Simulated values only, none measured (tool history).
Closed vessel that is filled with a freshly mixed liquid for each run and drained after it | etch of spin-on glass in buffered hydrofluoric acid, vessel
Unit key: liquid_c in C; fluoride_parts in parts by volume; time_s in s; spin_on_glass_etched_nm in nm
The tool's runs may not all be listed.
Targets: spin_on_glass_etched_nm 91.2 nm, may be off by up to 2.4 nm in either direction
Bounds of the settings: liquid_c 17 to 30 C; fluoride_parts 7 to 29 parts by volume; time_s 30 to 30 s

run 1 hour=0 | liquid_c=22 fluoride_parts=18 time_s=30 | spin_on_glass_etched_nm=74.599
run 2 hour=6.6 | liquid_c=25 fluoride_parts=18 time_s=30 | spin_on_glass_etched_nm=87.106
run 3 hour=10.9 | liquid_c=25 fluoride_parts=20.5 time_s=30 | spin_on_glass_etched_nm=77.792
run 4 hour=19 | liquid_c=26 fluoride_parts=20.5 time_s=30 | spin_on_glass_etched_nm=82.415
run 5 hour=27.1 | liquid_c=26 fluoride_parts=25.5 time_s=30 | spin_on_glass_etched_nm=70.795
run 6 hour=31.7 | liquid_c=23.5 fluoride_parts=25.5 time_s=30 | spin_on_glass_etched_nm=60.893
run 7 hour=36.3 | liquid_c=25.5 fluoride_parts=25 time_s=30 | spin_on_glass_etched_nm=69.081
run 8 hour=44.3 | liquid_c=27 fluoride_parts=24.5 time_s=30 | spin_on_glass_etched_nm=76.362
run 9 hour=46.5 | liquid_c=27 fluoride_parts=24.5 time_s=30 | spin_on_glass_etched_nm=75.808
run 10 hour=51.9 | liquid_c=28 fluoride_parts=24 time_s=30 | spin_on_glass_etched_nm=82.399
run 11 hour=56.5 | liquid_c=28.5 fluoride_parts=24 time_s=30 | spin_on_glass_etched_nm=84.704
run 12 hour=61.3 | liquid_c=29 fluoride_parts=24 time_s=30 | spin_on_glass_etched_nm=86.608

Which single option among these 5 for the next run brings every result within its allowed miss of target? Just one does.
run A hour=66.1 | liquid_c=30 fluoride_parts=22.5 time_s=30 | spin_on_glass_etched_nm=?
run B hour=66.1 | liquid_c=28.5 fluoride_parts=21.5 time_s=30 | spin_on_glass_etched_nm=?
run C hour=66.1 | liquid_c=26.5 fluoride_parts=21 time_s=30 | spin_on_glass_etched_nm=?
run D hour=66.1 | liquid_c=30 fluoride_parts=21.5 time_s=30 | spin_on_glass_etched_nm=?
run E hour=66.1 | liquid_c=29 fluoride_parts=26.5 time_s=30 | spin_on_glass_etched_nm=?

move=A spin_on_glass_etched_nm=95.536
move=B spin_on_glass_etched_nm=91.011
move=C spin_on_glass_etched_nm=83.087
move=D spin_on_glass_etched_nm=98.551
move=E spin_on_glass_etched_nm=81.01
A: moves the result that the last run missed by most past its target, out the other side
B: all results land within tolerance of their targets
C: misses by more than the last run did
D: moves the result that the last run missed by most past its target, out the other side
E: misses by more than the last run did
B is the move that brings every result within its allowed miss.
